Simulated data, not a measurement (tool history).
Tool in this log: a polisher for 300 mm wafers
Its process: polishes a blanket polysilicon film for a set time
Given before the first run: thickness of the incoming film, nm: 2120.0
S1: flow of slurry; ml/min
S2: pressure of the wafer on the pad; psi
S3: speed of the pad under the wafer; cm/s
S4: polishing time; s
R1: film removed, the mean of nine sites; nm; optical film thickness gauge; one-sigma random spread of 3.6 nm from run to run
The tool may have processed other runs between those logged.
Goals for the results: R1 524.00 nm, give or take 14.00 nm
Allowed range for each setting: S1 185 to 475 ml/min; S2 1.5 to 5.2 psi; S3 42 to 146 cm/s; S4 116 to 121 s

Run 1, day 0.000: S1 305 ml/min, S2 3.3 psi, S3 94 cm/s, S4 116 s. Result: R1 864.17 nm.
Run 2, day 0.204: S1 305 ml/min, S2 3.3 psi, S3 110 cm/s, S4 116 s. Result: R1 967.08 nm.
Run 3, day 0.242: S1 305 ml/min, S2 3.3 psi, S3 110 cm/s, S4 121 s. Result: R1 1005.80 nm.
Run 4, day 0.275: S1 305 ml/min, S2 3.7 psi, S3 110 cm/s, S4 121 s. Result: R1 1125.50 nm.
Run 5, day 0.596: S1 305 ml/min, S2 3.3 psi, S3 106 cm/s, S4 121 s. Result: R1 978.77 nm.
Run 6, day 0.717: S1 305 ml/min, S2 3.0 psi, S3 104 cm/s, S4 121 s. Result: R1 888.69 nm.
Run 7, day 0.967: S1 305 ml/min, S2 2.7 psi, S3 102 cm/s, S4 121 s. Result: R1 786.65 nm.
Run 8, day 1.267: S1 305 ml/min, S2 2.5 psi, S3 102 cm/s, S4 121 s. Result: R1 739.44 nm.
Run 9, day 1.442: S1 305 ml/min, S2 2.3 psi, S3 102 cm/s, S4 121 s. Result: R1 679.25 nm.
Run 10, day 1.729: S1 305 ml/min, S2 2.2 psi, S3 102 cm/s, S4 121 s. Result: R1 648.59 nm.
Run 11, day 1.996: S1 305 ml/min, S2 2.1 psi, S3 102 cm/s, S4 121 s. Result: R1 630.39 nm.
Run 12, day 2.108: S1 305 ml/min, S2 2.0 psi, S3 102 cm/s, S4 121 s. Result: R1 590.67 nm.
Run 13, day 2.138: S1 305 ml/min, S2 1.9 psi, S3 102 cm/s, S4 121 s. Result: R1 569.19 nm.

Which single option among these 4 for the next run brings every result within its allowed miss of target? Just one does.
Run A, day 2.167: S1 330 ml/min, S2 1.7 psi, S3 112 cm/s, S4 116 s. Result: R1 ?.
Run B, day 2.167: S1 315 ml/min, S2 1.9 psi, S3 102 cm/s, S4 121 s. Result: R1 ?.
Run C, day 2.167: S1 325 ml/min, S2 1.9 psi, S3 104 cm/s, S4 117 s. Result: R1 ?.
Run D, day 2.167: S1 185 ml/min, S2 1.6 psi, S3 116 cm/s, S4 121 s. Result: R1 ?.

move      R1
   A  520.13
   B  563.00
   C  553.18
   D  487.53
A: every result lands within tolerance
B: nearer the targets than the last run, but a result is still out of spec
C: nearer the targets than the last run, but a result is still out of spec
D: moves the result that the last run missed by most past its target, out the other side
So the answer is move A, the one that meets all the targets.
